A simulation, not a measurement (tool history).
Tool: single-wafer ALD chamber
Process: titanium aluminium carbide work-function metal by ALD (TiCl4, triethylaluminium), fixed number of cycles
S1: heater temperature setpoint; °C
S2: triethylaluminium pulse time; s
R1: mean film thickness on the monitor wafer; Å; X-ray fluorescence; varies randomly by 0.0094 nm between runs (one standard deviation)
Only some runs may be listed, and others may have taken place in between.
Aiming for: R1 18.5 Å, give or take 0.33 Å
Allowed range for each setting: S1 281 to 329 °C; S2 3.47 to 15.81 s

run 1 day=0 | S1=305 S2=9.64 | R1=21.48
run 2 day=0.296 | S1=301 S2=8.92 | R1=20.928
run 3 day=0.612 | S1=292 S2=8.92 | R1=20.013
run 4 day=0.846 | S1=292 S2=10.44 | R1=20.388
run 5 day=1.004 | S1=290 S2=9.79 | R1=20.136
run 6 day=1.1 | S1=288 S2=9.15 | R1=19.748
run 7 day=1.346 | S1=287 S2=8.67 | R1=19.392
run 8 day=1.675 | S1=287 S2=8.67 | R1=19.381
run 9 day=1.775 | S1=286 S2=8.48 | R1=19.141
run 10 day=2.088 | S1=285 S2=8.38 | R1=19.097
run 11 day=2.142 | S1=284 S2=8.25 | R1=18.978

Consider the 4 candidate settings below. Which is the only one whose results all fall within their allowed miss of target?
run A day=2.196 | S1=281 S2=10.6 | R1=?
run B day=2.196 | S1=287 S2=6.74 | R1=?
run C day=2.196 | S1=288 S2=8.96 | R1=?
run D day=2.196 | S1=290 S2=7.92 | R1=?

move=A R1=19.319
move=B R1=18.398
move=C R1=19.63
move=D R1=19.408
A: moves away from the targets compared with the last run
B: meets every target
C: moves away from the targets compared with the last run
D: moves away from the targets compared with the last run
Answer: B
